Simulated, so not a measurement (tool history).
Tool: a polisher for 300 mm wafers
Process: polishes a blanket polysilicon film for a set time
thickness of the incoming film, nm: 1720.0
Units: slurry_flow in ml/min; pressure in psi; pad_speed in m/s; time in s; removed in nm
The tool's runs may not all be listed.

run,day,slurry_flow,pressure,pad_speed,time,removed
1,0,260,2.9,1.06,46,366.87
2,0.038,235,2.9,1.06,46,364.77
3,0.288,235,2.7,1.06,46,333.35
4,0.392,295,2.7,1.06,46,344.37
5,0.517,295,2.5,1.06,46,323.6
6,0.717,295,2.5,1.06,42,297.54

Forecast run 7:
7,1.054,295,2.4,1.06,42,?

{"run 7": {"removed": 287.36}}
